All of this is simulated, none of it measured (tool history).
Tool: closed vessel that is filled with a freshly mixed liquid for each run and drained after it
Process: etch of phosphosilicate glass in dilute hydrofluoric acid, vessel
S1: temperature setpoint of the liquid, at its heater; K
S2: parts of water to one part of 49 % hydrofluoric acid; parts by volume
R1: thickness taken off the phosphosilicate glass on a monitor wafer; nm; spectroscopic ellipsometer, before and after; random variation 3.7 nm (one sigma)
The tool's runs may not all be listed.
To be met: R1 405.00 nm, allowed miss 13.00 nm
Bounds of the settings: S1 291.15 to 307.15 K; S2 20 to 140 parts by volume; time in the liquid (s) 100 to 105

run 1 day=0.000 | S1=299.15 S2=75 time_in_the_liquid_(s)=100 | R1=162.61
run 2 day=0.179 | S1=300.15 S2=70 time_in_the_liquid_(s)=100 | R1=186.19
run 3 day=0.350 | S1=300.65 S2=65 time_in_the_liquid_(s)=100 | R1=203.99
run 4 day=0.596 | S1=301.15 S2=60 time_in_the_liquid_(s)=100 | R1=223.81
run 5 day=0.758 | S1=301.15 S2=60 time_in_the_liquid_(s)=105 | R1=231.80
run 6 day=0.817 | S1=301.15 S2=60 time_in_the_liquid_(s)=100 | R1=226.40
run 7 day=1.104 | S1=301.65 S2=60 time_in_the_liquid_(s)=100 | R1=229.25
run 8 day=1.271 | S1=302.15 S2=55 time_in_the_liquid_(s)=100 | R1=259.87
run 9 day=1.475 | S1=302.65 S2=55 time_in_the_liquid_(s)=100 | R1=262.07
run 10 day=1.775 | S1=303.15 S2=55 time_in_the_liquid_(s)=100 | R1=265.47
run 11 day=2.142 | S1=303.65 S2=55 time_in_the_liquid_(s)=100 | R1=270.50
run 12 day=2.162 | S1=304.15 S2=55 time_in_the_liquid_(s)=100 | R1=277.92
run 13 day=2.421 | S1=304.65 S2=55 time_in_the_liquid_(s)=100 | R1=288.30
run 14 day=2.642 | S1=305.15 S2=55 time_in_the_liquid_(s)=100 | R1=288.64
run 15 day=2.979 | S1=306.15 S2=45 time_in_the_liquid_(s)=100 | R1=365.34
run 16 day=3.292 | S1=306.65 S2=45 time_in_the_liquid_(s)=100 | R1=374.94
run 17 day=3.333 | S1=306.65 S2=45 time_in_the_liquid_(s)=100 | R1=380.02

Which of these 5 next moves meets every target?
run A day=3.375 | S1=306.15 S2=45 time_in_the_liquid_(s)=100 | R1=?
run B day=3.375 | S1=305.15 S2=45 time_in_the_liquid_(s)=105 | R1=?
run C day=3.375 | S1=305.15 S2=50 time_in_the_liquid_(s)=100 | R1=?
run D day=3.375 | S1=307.15 S2=45 time_in_the_liquid_(s)=105 | R1=?
run E day=3.375 | S1=306.65 S2=50 time_in_the_liquid_(s)=100 | R1=?

move=A R1=373.39
move=B R1=377.19
move=C R1=320.69
move=D R1=407.39
move=E R1=339.70
A: further off than the last run
B: further off than the last run
C: further off than the last run
D: meets every target
E: further off than the last run
The right move is D.
